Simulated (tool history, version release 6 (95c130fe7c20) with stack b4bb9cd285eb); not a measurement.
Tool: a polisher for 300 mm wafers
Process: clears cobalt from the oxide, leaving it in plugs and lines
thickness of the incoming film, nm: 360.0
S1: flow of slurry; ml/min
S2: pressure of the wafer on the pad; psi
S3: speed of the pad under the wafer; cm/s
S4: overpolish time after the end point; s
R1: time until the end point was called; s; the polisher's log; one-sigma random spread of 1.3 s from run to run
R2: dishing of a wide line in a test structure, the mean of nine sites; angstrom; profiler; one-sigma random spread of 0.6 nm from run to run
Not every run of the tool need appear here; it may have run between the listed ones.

run 1 hour=0.0 | S1=275 S2=2.2 S3=92 S4=28 | R1=100.230 R2=538.42
run 2 hour=4.1 | S1=305 S2=2.2 S3=92 S4=28 | R1=99.436 R2=534.89
run 3 hour=9.9 | S1=305 S2=2.1 S3=92 S4=29 | R1=103.570 R2=528.57
run 4 hour=11.2 | S1=305 S2=2.0 S3=92 S4=30 | R1=108.760 R2=538.03
run 5 hour=13.1 | S1=305 S2=1.9 S3=92 S4=30 | R1=113.840 R2=520.85
run 6 hour=18.0 | S1=305 S2=1.9 S3=114 S4=30 | R1=96.581 R2=552.58
run 7 hour=22.9 | S1=305 S2=1.8 S3=114 S4=31 | R1=100.720 R2=543.40
-- hour=27.9 slurry nozzle cleaned
run 8 hour=27.9 | S1=305 S2=1.7 S3=114 S4=32 | R1=100.930 R2=569.02

For run 9, what comes out?
run 9 hour=33.6 | S1=305 S2=1.6 S3=112 S4=32 | R1=? R2=?

Run 9 measured R1 108.520 s, R2 545.16 angstrom.
